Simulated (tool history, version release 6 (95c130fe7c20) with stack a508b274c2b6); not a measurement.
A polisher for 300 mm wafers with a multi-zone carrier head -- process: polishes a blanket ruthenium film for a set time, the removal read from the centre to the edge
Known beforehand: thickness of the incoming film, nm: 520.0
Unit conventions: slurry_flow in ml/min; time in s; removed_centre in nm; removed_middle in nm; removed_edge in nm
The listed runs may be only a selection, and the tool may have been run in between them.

{"run": 1, "hour": 0.0, "slurry_flow": 275, "centre_zone": 1, "middle_zone": 1, "edge_zone": 1, "time": 42, "removed_centre": 43.082, "removed_middle": 42.725, "removed_edge": 43.041}
{"run": 2, "hour": 8.8, "slurry_flow": 330, "centre_zone": 1, "middle_zone": 1, "edge_zone": 1, "time": 42, "removed_centre": 43.549, "removed_middle": 42.48, "removed_edge": 43.885}
{"run": 3, "hour": 10.5, "slurry_flow": 325, "centre_zone": 0.95, "middle_zone": 0.97, "edge_zone": 0.98, "time": 39, "removed_centre": 39.34, "removed_middle": 39.311, "removed_edge": 40.219}
{"run": 4, "hour": 12.7, "slurry_flow": 325, "centre_zone": 0.95, "middle_zone": 0.97, "edge_zone": 0.94, "time": 39, "removed_centre": 39.695, "removed_middle": 39.321, "removed_edge": 39.859}
{"run": 5, "hour": 19.6, "slurry_flow": 325, "centre_zone": 0.92, "middle_zone": 0.97, "edge_zone": 0.94, "time": 39, "removed_centre": 37.652, "removed_middle": 38.999, "removed_edge": 40.485}
{"run": 6, "hour": 28.3, "slurry_flow": 320, "centre_zone": 0.89, "middle_zone": 0.95, "edge_zone": 0.92, "time": 36, "removed_centre": 33.409, "removed_middle": 35.423, "removed_edge": 36.04}
{"run": 7, "hour": 29.5, "slurry_flow": 295, "centre_zone": 0.87, "middle_zone": 0.91, "edge_zone": 0.92, "time": 36, "removed_centre": 32.474, "removed_middle": 34.024, "removed_edge": 36.702}
{"run": 8, "hour": 33.7, "slurry_flow": 290, "centre_zone": 0.85, "middle_zone": 0.9, "edge_zone": 0.9, "time": 35, "removed_centre": 31.128, "removed_middle": 33.8, "removed_edge": 34.626}

Run 9, settings as shown, results not yet in. Your forecast:
{"run": 9, "hour": 38.1, "slurry_flow": 255, "centre_zone": 0.81, "middle_zone": 0.81, "edge_zone": 0.94, "time": 33, "removed_centre": "?", "removed_middle": "?", "removed_edge": "?"}

Logged for run 9: removed_centre 27.127 nm, removed_middle 29.522 nm, removed_edge 33.529 nm.
